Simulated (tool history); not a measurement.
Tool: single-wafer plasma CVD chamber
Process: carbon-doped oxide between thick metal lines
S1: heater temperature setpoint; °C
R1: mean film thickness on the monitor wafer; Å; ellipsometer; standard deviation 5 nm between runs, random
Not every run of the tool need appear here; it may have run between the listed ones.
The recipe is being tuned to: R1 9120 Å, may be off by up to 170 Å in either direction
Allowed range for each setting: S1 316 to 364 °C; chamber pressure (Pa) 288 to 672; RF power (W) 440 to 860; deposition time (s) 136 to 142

{"run": 1, "hour": 0.0, "S1": 340, "chamber pressure (Pa)": 480, "RF power (W)": 650, "deposition time (s)": 142, "R1": 8008.1}
{"run": 2, "hour": 7.4, "S1": 340, "chamber pressure (Pa)": 480, "RF power (W)": 650, "deposition time (s)": 142, "R1": 8022}
{"run": 3, "hour": 15.1, "S1": 340, "chamber pressure (Pa)": 567, "RF power (W)": 650, "deposition time (s)": 142, "R1": 8253}
{"run": 4, "hour": 23.2, "S1": 337, "chamber pressure (Pa)": 599, "RF power (W)": 665, "deposition time (s)": 142, "R1": 8490.7}
{"run": 5, "hour": 30.0, "S1": 335, "chamber pressure (Pa)": 621, "RF power (W)": 675, "deposition time (s)": 142, "R1": 8707.8}
{"run": 6, "hour": 35.2, "S1": 333, "chamber pressure (Pa)": 636, "RF power (W)": 680, "deposition time (s)": 142, "R1": 8881.6}
{"run": 7, "hour": 43.1, "S1": 332, "chamber pressure (Pa)": 643, "RF power (W)": 680, "deposition time (s)": 142, "R1": 8915.6}
{"run": 8, "hour": 46.8, "S1": 331, "chamber pressure (Pa)": 648, "RF power (W)": 680, "deposition time (s)": 142, "R1": 8960.3}

Which one of the following 5 next-run settings gets every result inside its allowed miss? There is exactly one.
{"run": "A", "hour": 50.5, "S1": 336, "chamber pressure (Pa)": 611, "RF power (W)": 715, "deposition time (s)": 137, "R1": "?"}
{"run": "B", "hour": 50.5, "S1": 319, "chamber pressure (Pa)": 667, "RF power (W)": 640, "deposition time (s)": 137, "R1": "?"}
{"run": "C", "hour": 50.5, "S1": 335, "chamber pressure (Pa)": 667, "RF power (W)": 665, "deposition time (s)": 142, "R1": "?"}
{"run": "D", "hour": 50.5, "S1": 327, "chamber pressure (Pa)": 619, "RF power (W)": 695, "deposition time (s)": 141, "R1": "?"}
{"run": "E", "hour": 50.5, "S1": 323, "chamber pressure (Pa)": 573, "RF power (W)": 690, "deposition time (s)": 136, "R1": "?"}

move=A R1=8823.6
move=B R1=8611.2
move=C R1=8749.1
move=D R1=9143.8
move=E R1=8782.1
A: lands further from the targets than the last run did
B: lands further from the targets than the last run did
C: lands further from the targets than the last run did
D: hits every target within its allowed miss
E: lands further from the targets than the last run did
Move D is the one to make.

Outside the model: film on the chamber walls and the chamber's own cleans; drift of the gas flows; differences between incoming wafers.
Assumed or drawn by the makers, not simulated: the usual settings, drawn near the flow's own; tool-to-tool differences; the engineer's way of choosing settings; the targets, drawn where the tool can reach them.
